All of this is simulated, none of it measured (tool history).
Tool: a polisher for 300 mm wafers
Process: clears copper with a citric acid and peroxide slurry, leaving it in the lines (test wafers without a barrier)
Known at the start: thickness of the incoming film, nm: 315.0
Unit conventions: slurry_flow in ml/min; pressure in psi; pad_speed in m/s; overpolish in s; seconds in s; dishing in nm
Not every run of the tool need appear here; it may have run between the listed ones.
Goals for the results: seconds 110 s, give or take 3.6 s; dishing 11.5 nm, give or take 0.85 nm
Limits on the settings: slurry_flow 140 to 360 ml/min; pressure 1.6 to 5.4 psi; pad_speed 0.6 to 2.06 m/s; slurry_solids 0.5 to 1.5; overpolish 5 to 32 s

| run | hour | slurry_flow | pressure | pad_speed | slurry_solids | overpolish | seconds | dishing |
|---|---|---|---|---|---|---|---|---|
| 1 | 0 | 230 | 3.5 | 1.32 | 1 | 16 | 119.04 | 30.068 |
| 2 | 5.2 | 230 | 3.4 | 1.36 | 1 | 12 | 119.8 | 23.789 |
| 3 | 8.7 | 225 | 3.3 | 1.44 | 0.95 | 10 | 119.29 | 20.097 |
| 4 | 15.7 | 200 | 3.2 | 1.6 | 0.8 | 8 | 118.05 | 16.511 |
| 5 | 16.5 | 200 | 3.2 | 1.8 | 0.8 | 8 | 105.54 | 18.911 |
| 6 | 17.7 | 180 | 3.3 | 1.8 | 0.7 | 7 | 104.04 | 16.023 |
| 7 | 20.7 | 165 | 3.3 | 1.8 | 0.65 | 6 | 109.22 | 13.393 |
| 8 | 21.4 | 140 | 3.6 | 1.8 | 0.5 | 5 | 106.14 | 11.243 |

Exercise: of the 4 proposed moves below, exactly one satisfies all targets within the stated allowed misses. Which move is it?
| A | 22.1 | 140 | 3.7 | 1.82 | 0.5 | 5 | ? | ? |
| B | 22.1 | 140 | 3.7 | 1.68 | 0.5 | 5 | ? | ? |
| C | 22.1 | 140 | 3.3 | 2.06 | 0.55 | 5 | ? | ? |
| D | 22.1 | 150 | 3.9 | 1.74 | 0.5 | 5 | ? | ? |

| move | seconds | dishing |
|---|---|---|
| A | 100.45 | 12.636 |
| B | 107.45 | 11.87 |
| C | 99.725 | 12.699 |
| D | 98.122 | 12.923 |
A: lands further from the targets than the last run did
B: every result within its allowed miss
C: lands further from the targets than the last run did
D: lands further from the targets than the last run did
B meets every target.

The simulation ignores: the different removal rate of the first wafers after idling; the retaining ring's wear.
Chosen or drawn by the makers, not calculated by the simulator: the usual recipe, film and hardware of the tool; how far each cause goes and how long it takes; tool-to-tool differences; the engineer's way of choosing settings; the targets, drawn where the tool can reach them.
